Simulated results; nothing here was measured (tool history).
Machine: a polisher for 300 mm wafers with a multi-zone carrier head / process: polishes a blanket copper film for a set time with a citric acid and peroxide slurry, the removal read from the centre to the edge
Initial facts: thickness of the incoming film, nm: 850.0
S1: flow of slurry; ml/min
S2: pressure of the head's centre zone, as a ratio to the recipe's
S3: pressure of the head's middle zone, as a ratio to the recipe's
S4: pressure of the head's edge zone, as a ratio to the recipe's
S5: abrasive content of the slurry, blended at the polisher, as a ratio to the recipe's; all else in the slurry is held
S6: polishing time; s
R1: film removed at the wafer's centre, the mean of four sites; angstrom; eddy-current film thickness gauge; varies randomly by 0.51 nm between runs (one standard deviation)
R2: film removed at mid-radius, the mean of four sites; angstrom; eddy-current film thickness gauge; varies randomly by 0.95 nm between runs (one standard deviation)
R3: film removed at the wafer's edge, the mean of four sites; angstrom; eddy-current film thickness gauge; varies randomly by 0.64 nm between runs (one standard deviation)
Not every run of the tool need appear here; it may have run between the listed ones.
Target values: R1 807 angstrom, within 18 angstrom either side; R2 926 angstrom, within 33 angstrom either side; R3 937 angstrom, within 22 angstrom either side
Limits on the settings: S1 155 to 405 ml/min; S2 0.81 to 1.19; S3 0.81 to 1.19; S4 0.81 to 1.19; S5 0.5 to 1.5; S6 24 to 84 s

run,day,S1,S2,S3,S4,S5,S6,R1,R2,R3
1,0,260,1,1,1,1,54,1366,1376.5,1400
2,0.042,245,0.95,0.98,0.96,0.85,51,1190.9,1179.1,1231.3
3,0.379,245,0.95,0.98,0.99,0.85,51,1189.7,1174.7,1247.8
4,0.625,245,0.95,0.98,0.99,0.85,40,920.27,932.2,982.5
5,0.933,245,0.95,0.98,0.99,1.05,40,1004.1,1018.2,1038.1
6,1.138,210,0.95,0.98,0.99,1.05,40,983.1,981.98,1028.8
7,1.196,205,0.91,1,0.98,1,40,941.44,1016.3,1016.7
8,1.488,205,0.89,1,0.97,0.95,40,906.28,981.09,996.03
9,1.85,200,0.87,1,0.96,0.9,40,879.58,950.24,978.44
10,2.217,200,0.85,1.01,0.95,0.85,40,849.61,953.9,949.55
11,2.271,195,0.84,1.01,0.95,0.85,40,843.01,950.45,936.97

Next run, 4 choices. One meets every target within its allowed miss, the rest don't. Which?
A,2.325,160,0.83,1.03,0.94,1.1,38,?,?,?
B,2.325,175,0.96,1.01,0.88,0.95,40,?,?,?
C,2.325,220,0.82,1.02,1.02,0.7,41,?,?,?
D,2.325,195,0.81,1.09,1.07,0.8,40,?,?,?

move,R1,R2,R3
A,840.71,965.03,962.79
B,920.9,962.74,945.38
C,802.89,916.04,950.1
D,806.72,980.66,986.38
A: an improvement on the last run, though not all results are within tolerance
B: moves away from the targets compared with the last run
C: all results in spec
D: brings the last run's worst result on target, with another outside its allowed miss
The move that meets every target is C.
